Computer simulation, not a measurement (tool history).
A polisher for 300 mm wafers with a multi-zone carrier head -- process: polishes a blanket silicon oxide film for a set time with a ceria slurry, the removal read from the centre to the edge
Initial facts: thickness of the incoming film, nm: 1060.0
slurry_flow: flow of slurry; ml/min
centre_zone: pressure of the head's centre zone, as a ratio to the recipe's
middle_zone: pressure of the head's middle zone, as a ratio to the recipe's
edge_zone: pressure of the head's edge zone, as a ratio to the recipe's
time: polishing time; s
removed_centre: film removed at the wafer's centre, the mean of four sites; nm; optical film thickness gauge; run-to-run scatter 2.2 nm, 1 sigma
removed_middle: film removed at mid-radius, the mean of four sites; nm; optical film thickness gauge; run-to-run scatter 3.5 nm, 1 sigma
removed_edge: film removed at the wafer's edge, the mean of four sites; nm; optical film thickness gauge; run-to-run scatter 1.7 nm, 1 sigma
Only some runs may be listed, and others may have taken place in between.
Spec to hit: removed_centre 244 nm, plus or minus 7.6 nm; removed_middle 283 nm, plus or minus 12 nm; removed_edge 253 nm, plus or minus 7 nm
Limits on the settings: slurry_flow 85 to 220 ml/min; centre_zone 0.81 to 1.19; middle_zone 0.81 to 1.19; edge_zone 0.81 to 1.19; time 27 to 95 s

| run | hour | slurry_flow | centre_zone | middle_zone | edge_zone | time | removed_centre | removed_middle | removed_edge |
|---|---|---|---|---|---|---|---|---|---|
| 1 | 0 | 140 | 1 | 1 | 1 | 61 | 422.27 | 417.68 | 417.98 |
| 2 | 7.9 | 140 | 1 | 1.04 | 1 | 61 | 425.99 | 432.59 | 416.18 |
| 3 | 16 | 135 | 0.97 | 1.04 | 0.97 | 55 | 368.44 | 375.03 | 368.4 |
| 4 | 18.9 | 135 | 1.04 | 1.04 | 0.97 | 55 | 397.05 | 381.02 | 366.3 |
| 5 | 27 | 135 | 1 | 1.04 | 0.97 | 55 | 375.91 | 373.1 | 368.68 |
| 6 | 27.7 | 160 | 1 | 1.04 | 0.97 | 55 | 397.61 | 394.45 | 379.74 |
| 7 | 32.3 | 150 | 0.97 | 1.07 | 0.94 | 51 | 350.88 | 368.72 | 339.43 |
| 8 | 37.5 | 140 | 0.95 | 1.07 | 0.91 | 49 | 321.18 | 352.03 | 321.68 |
| 9 | 44.1 | 135 | 0.94 | 1.07 | 0.89 | 47 | 311.45 | 329.46 | 303.53 |
| 10 | 49.8 | 130 | 0.92 | 1.08 | 0.87 | 46 | 290.99 | 321.23 | 292.13 |
| 11 | 58.7 | 125 | 0.91 | 1.08 | 0.86 | 45 | 277.97 | 312.16 | 281.65 |
| 12 | 63.8 | 120 | 0.9 | 1.08 | 0.85 | 45 | 276.61 | 310.17 | 277.25 |
| 13 | 65.9 | 115 | 0.89 | 1.08 | 0.84 | 45 | 264.16 | 300.14 | 271.15 |
| 14 | 74 | 115 | 0.89 | 1.08 | 0.84 | 45 | 272.19 | 304.21 | 272.63 |
| 15 | 81.9 | 95 | 0.85 | 1.07 | 0.81 | 42 | 223.18 | 272.09 | 241.68 |

Below are 4 possible settings for the next run. Only one of them brings all results inside the allowed miss of their targets. Which is it?
| A | 89.8 | 125 | 0.86 | 1.12 | 0.82 | 37 | ? | ? | ? |
| B | 89.8 | 100 | 0.81 | 0.89 | 0.97 | 41 | ? | ? | ? |
| C | 89.8 | 90 | 0.89 | 1.04 | 0.81 | 43 | ? | ? | ? |
| D | 89.8 | 90 | 0.9 | 1.09 | 0.81 | 45 | ? | ? | ? |

| move | removed_centre | removed_middle | removed_edge |
|---|---|---|---|
| A | 219.16 | 263.92 | 224.51 |
| B | 213.61 | 235.15 | 257.51 |
| C | 233.17 | 263.11 | 242.3 |
| D | 246.5 | 284.26 | 253.44 |
A: further off than the last run
B: further off than the last run
C: nearer than the last run, and not there yet
D: all results land within tolerance of their targets
D meets every target.
